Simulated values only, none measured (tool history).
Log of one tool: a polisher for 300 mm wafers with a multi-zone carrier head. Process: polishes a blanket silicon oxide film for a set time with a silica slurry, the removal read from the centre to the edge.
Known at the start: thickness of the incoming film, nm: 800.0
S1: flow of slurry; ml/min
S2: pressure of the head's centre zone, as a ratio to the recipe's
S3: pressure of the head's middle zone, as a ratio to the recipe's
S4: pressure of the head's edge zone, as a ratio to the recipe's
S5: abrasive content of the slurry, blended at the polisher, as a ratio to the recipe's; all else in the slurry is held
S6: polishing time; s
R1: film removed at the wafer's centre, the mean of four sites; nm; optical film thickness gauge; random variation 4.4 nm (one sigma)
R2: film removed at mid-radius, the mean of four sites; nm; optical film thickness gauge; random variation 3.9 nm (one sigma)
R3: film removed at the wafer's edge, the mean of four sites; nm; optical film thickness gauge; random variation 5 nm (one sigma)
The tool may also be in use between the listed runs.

Run 1, day 0: S1 205 ml/min, S2 1, S3 1, S4 1, S5 1, S6 61 s. Result: R1 234.36 nm, R2 237.83 nm, R3 232.66 nm.
Run 2, day 0.138: S1 205 ml/min, S2 1, S3 1, S4 1.04, S5 1, S6 61 s. Result: R1 229.03 nm, R2 234.14 nm, R3 238.01 nm.
Run 3, day 0.267: S1 235 ml/min, S2 1, S3 1, S4 1.04, S5 1, S6 61 s. Result: R1 233.9 nm, R2 246.47 nm, R3 242.97 nm.
Run 4, day 0.608: S1 230 ml/min, S2 1.03, S3 0.98, S4 1.06, S5 1.1, S6 62 s. Result: R1 255.59 nm, R2 250.64 nm, R3 263.02 nm.
Run 5, day 0.912: S1 235 ml/min, S2 1.06, S3 0.98, S4 1.07, S5 1.2, S6 62 s. Result: R1 277.91 nm, R2 260.96 nm, R3 271.82 nm.
Run 6, day 1.192: S1 235 ml/min, S2 1.06, S3 0.98, S4 1.07, S5 1.2, S6 48 s. Result: R1 210.47 nm, R2 199.81 nm, R3 209.6 nm.
Run 7, day 1.421: S1 235 ml/min, S2 1.07, S3 0.97, S4 1.09, S5 1.25, S6 52 s. Result: R1 238.68 nm, R2 225.45 nm, R3 237.09 nm.

Run 8 comes next. What will it give?
Run 8, day 1.688: S1 235 ml/min, S2 1.08, S3 0.95, S4 1.11, S5 1.3, S6 54 s. Result: R1 ?, R2 ?, R3 ?.

R1: 244.1 nm
R2: 234.43 nm
R3: 248.51 nm

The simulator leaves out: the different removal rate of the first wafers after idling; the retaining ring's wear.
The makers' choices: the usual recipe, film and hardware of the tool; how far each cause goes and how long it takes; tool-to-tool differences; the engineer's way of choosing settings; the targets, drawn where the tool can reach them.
